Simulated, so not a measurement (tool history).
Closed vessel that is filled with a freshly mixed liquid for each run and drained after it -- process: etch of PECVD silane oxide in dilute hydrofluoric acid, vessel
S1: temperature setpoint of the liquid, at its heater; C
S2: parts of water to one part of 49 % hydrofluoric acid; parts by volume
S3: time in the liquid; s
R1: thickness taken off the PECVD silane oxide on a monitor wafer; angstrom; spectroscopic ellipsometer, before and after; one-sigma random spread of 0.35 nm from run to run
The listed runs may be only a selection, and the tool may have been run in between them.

run  hour    S1   S2   S3      R1
  1     0    24  145  190  529.62
  2   6.7    24  175  190  424.11
  3   8.2    25  170  190   458.7
  4  16.1    25  170  190  456.44
  5  21.2    26  165  190  486.21
  6  23.8    27  160  190  527.76
  7  27.3  27.5  155  190  556.71
  8  31.1  27.5  155  190  557.63
  9  40.1    28  150  190   586.9
 10  42.2  28.5  145  190  627.59

Forecast run 11:
 11    45  29  145  190   ?

R1: 637.33 angstrom
